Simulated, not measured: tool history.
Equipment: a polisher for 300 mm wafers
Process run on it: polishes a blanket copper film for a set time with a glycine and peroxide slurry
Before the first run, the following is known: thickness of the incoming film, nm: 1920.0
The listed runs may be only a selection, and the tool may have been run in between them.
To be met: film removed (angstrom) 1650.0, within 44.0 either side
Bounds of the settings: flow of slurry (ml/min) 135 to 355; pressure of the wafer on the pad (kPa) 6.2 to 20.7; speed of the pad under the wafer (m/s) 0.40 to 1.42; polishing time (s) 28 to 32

run	hour	flow of slurry (ml/min)	pressure of the wafer on the pad (kPa)	speed of the pad under the wafer (m/s)	polishing time (s)	film removed (angstrom)
1	0.0	225	13.1	0.90	32	1399.4
2	4.8	225	13.1	0.90	32	1403.2
3	10.1	225	13.1	1.06	32	1614.8
4	17.0	230	13.1	1.06	32	1579.4
5	22.9	185	13.1	1.06	32	1552.9
6	24.2	140	13.1	1.06	32	1499.9
7	24.9	155	13.1	1.06	32	1527.8
8	30.8	165	13.1	1.06	32	1514.6
9	32.8	165	15.2	1.06	32	1727.2

Exactly one of the 5 candidate moves below puts every result within its allowed miss. Which one?
A	34.8	220	14.5	1.20	30	?
B	34.8	155	15.9	1.08	32	?
C	34.8	150	16.5	1.22	30	?
D	34.8	160	15.9	1.12	31	?
E	34.8	170	13.8	1.20	30	?

move	film removed (angstrom)
A	1756.9
B	1766.1
C	1879.6
D	1770.0
E	1631.2
A: further off than the last run
B: further off than the last run
C: further off than the last run
D: further off than the last run
E: each result inside its tolerance
E meets every target.
